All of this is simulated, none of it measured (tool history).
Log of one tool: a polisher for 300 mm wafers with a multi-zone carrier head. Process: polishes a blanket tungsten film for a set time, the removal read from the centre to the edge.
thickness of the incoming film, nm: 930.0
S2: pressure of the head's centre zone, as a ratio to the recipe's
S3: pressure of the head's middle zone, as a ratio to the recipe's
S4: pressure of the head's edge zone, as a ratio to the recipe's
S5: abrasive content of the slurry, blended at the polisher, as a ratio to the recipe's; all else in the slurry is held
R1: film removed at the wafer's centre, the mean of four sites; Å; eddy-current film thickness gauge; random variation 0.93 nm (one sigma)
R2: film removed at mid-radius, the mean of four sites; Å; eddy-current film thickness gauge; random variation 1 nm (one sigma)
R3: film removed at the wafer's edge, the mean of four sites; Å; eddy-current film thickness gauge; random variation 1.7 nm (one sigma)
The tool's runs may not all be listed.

run 1 day=0 | flow_of_slurry_(ml/min)=165 S2=1 S3=1 S4=1 S5=1 polishing_time_(s)=83 | R1=2600.9 R2=2680.8 R3=2618.3
run 2 day=0.179 | flow_of_slurry_(ml/min)=155 S2=0.96 S3=0.99 S4=0.97 S5=0.9 polishing_time_(s)=76 | R1=2220.9 R2=2323.6 R3=2267.9
run 3 day=0.371 | flow_of_slurry_(ml/min)=155 S2=0.96 S3=0.99 S4=0.97 S5=0.75 polishing_time_(s)=76 | R1=2142 R2=2245 R3=2230.8
run 4 day=0.454 | flow_of_slurry_(ml/min)=190 S2=0.96 S3=0.99 S4=0.97 S5=0.75 polishing_time_(s)=76 | R1=2230.4 R2=2317.3 R3=2228.8
run 5 day=0.8 | flow_of_slurry_(ml/min)=190 S2=0.96 S3=0.94 S4=0.97 S5=0.75 polishing_time_(s)=76 | R1=2219.1 R2=2237.5 R3=2199.3
run 6 day=1.012 | flow_of_slurry_(ml/min)=190 S2=0.96 S3=0.94 S4=0.97 S5=0.75 polishing_time_(s)=59 | R1=1725.2 R2=1721.7 R3=1755.8
run 7 day=1.271 | flow_of_slurry_(ml/min)=190 S2=0.96 S3=0.94 S4=0.97 S5=0.75 polishing_time_(s)=59 | R1=1712.7 R2=1739 R3=1720.3

Run 8 comes next. What will it give?
run 8 day=1.308 | flow_of_slurry_(ml/min)=140 S2=0.86 S3=0.96 S4=0.89 S5=0.5 polishing_time_(s)=58 | R1=? R2=? R3=?

Run 8 gave R1 1321.7 Å, R2 1492.9 Å, R3 1449.2 Å.
